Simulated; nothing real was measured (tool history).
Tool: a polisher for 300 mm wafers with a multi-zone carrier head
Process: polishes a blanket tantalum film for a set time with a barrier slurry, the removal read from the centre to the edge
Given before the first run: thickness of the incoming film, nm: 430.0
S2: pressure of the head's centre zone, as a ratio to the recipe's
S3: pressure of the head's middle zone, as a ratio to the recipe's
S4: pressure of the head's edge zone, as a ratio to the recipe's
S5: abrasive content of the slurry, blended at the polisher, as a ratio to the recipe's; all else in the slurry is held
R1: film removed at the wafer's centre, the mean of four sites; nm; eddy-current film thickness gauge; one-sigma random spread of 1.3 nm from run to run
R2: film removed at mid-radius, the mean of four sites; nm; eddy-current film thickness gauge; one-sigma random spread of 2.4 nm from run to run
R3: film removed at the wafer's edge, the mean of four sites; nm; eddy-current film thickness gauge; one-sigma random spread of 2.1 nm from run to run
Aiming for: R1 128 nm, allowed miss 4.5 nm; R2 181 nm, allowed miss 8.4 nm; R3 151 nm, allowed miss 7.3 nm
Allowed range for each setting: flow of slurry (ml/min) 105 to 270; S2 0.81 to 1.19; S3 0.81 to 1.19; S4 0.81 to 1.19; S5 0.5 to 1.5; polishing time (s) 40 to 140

{"run": 1, "day": 0.0, "flow of slurry (ml/min)": 175, "S2": 1, "S3": 1, "S4": 1, "S5": 1, "polishing time (s)": 90, "R1": 115.76, "R2": 123.44, "R3": 117.95}
{"run": 2, "day": 0.375, "flow of slurry (ml/min)": 175, "S2": 1, "S3": 1.05, "S4": 1, "S5": 1, "polishing time (s)": 90, "R1": 117.49, "R2": 130.46, "R3": 122.24}
{"run": 3, "day": 0.621, "flow of slurry (ml/min)": 185, "S2": 0.97, "S3": 1.08, "S4": 0.99, "S5": 1.1, "polishing time (s)": 91, "R1": 118.51, "R2": 139.22, "R3": 124.73}
{"run": 4, "day": 0.954, "flow of slurry (ml/min)": 190, "S2": 0.95, "S3": 1.11, "S4": 1.01, "S5": 1.2, "polishing time (s)": 92, "R1": 121.04, "R2": 147.86, "R3": 131.62}
{"run": 5, "day": 1.146, "flow of slurry (ml/min)": 190, "S2": 0.95, "S3": 1.11, "S4": 1.01, "S5": 1.4, "polishing time (s)": 92, "R1": 122.31, "R2": 150.37, "R3": 130.77}
{"run": 6, "day": 1.329, "flow of slurry (ml/min)": 200, "S2": 0.93, "S3": 1.13, "S4": 1.02, "S5": 1.4, "polishing time (s)": 93, "R1": 124.78, "R2": 156.83, "R3": 135.72}
{"run": 7, "day": 1.425, "flow of slurry (ml/min)": 205, "S2": 0.91, "S3": 1.14, "S4": 1.02, "S5": 1.4, "polishing time (s)": 94, "R1": 120.95, "R2": 156.99, "R3": 141.16}
{"run": 8, "day": 1.725, "flow of slurry (ml/min)": 200, "S2": 0.9, "S3": 1.15, "S4": 1, "S5": 1.4, "polishing time (s)": 96, "R1": 122.46, "R2": 161.83, "R3": 137.86}

Exercise: of the 4 proposed moves below, exactly one satisfies all targets within the stated allowed misses. Which move is it?
{"run": "A", "day": 2.025, "flow of slurry (ml/min)": 250, "S2": 0.87, "S3": 0.98, "S4": 1.17, "S5": 1.4, "polishing time (s)": 108, "R1": "?", "R2": "?", "R3": "?"}
{"run": "B", "day": 2.025, "flow of slurry (ml/min)": 215, "S2": 0.85, "S3": 1.17, "S4": 0.98, "S5": 1.3, "polishing time (s)": 106, "R1": "?", "R2": "?", "R3": "?"}
{"run": "C", "day": 2.025, "flow of slurry (ml/min)": 195, "S2": 0.91, "S3": 1.14, "S4": 1.1, "S5": 1.5, "polishing time (s)": 98, "R1": "?", "R2": "?", "R3": "?"}
{"run": "D", "day": 2.025, "flow of slurry (ml/min)": 180, "S2": 0.92, "S3": 1.15, "S4": 0.98, "S5": 1.45, "polishing time (s)": 107, "R1": "?", "R2": "?", "R3": "?"}

move=A R1=136.01 R2=161.4 R3=170.34
move=B R1=126.54 R2=178.95 R3=148.78
move=C R1=127.2 R2=164.36 R3=148.45
move=D R1=138.15 R2=178.09 R3=151.15
A: moves away from the targets compared with the last run
B: every result lands within tolerance
C: moves toward the targets from the last run without getting all of them in spec
D: brings the result that was furthest off to its target, and leaves another outside
Move B is the one to make.
